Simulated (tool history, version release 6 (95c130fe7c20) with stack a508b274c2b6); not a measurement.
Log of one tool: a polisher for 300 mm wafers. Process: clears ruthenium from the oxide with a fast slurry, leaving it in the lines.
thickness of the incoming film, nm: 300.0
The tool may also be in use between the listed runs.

run	hour	flow of slurry (ml/min)	pressure of the wafer on the pad (psi)	speed of the pad under the wafer (cm/s)	abrasive content of the slurry	overpolish time after the end point (s)	time until the end point was called (s)	dishing of a wide line in a test structure (nm)
1	0	285	1.8	120	1	14	108.9	31.653
2	4.9	255	1.8	120	1	14	110.32	31.563
3	13.5	310	1.7	102	0.95	11	129.42	21.239
4	18.6	350	1.6	88	0.9	9	153.93	15.17
5	19.3	350	1.6	106	0.9	9	136.22	17.051
6	23	350	1.6	106	0.85	9	139.85	16.322
7	24	375	1.6	102	0.75	8	158.86	13.117

The next listed run, before its measurement:
8	24.7	445	1.7	94	0.5	4	?	?

{"run 8": {"time until the end point was called (s)": 219.85, "dishing of a wide line in a test structure (nm)": 4.6391}}
